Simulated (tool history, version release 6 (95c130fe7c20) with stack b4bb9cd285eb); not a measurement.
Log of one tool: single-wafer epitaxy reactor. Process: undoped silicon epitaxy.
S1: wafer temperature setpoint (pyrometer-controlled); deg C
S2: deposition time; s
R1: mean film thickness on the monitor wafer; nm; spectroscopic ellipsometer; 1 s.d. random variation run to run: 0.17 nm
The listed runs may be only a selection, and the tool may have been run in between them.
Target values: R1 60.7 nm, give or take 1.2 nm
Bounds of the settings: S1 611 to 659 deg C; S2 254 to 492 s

run,hour,S1,S2,R1
1,0,635,373,46.341
2,1.9,637,373,48.289
3,6.3,629,373,41.133
4,12.4,633,374,44.462
5,20.6,627,374,39.579
6,29.3,621,374,35.053
7,36.6,626,375,38.915
8,41.9,630,376,42.018
9,47.3,634,377,45.803
10,51.4,646,379,58.121
11,60.1,647,379,59.617

Exactly one of the 4 candidate moves below puts every result within its allowed miss. Which one?
A,68.8,648,363,?
B,68.8,648,378,?
C,68.8,646,374,?
D,68.8,647,372,?

move,R1
A,58.068
B,60.468
C,57.556
D,58.368
A: misses by more than the last run did
B: every result within its allowed miss
C: misses by more than the last run did
D: misses by more than the last run did
The move that meets every target is B.
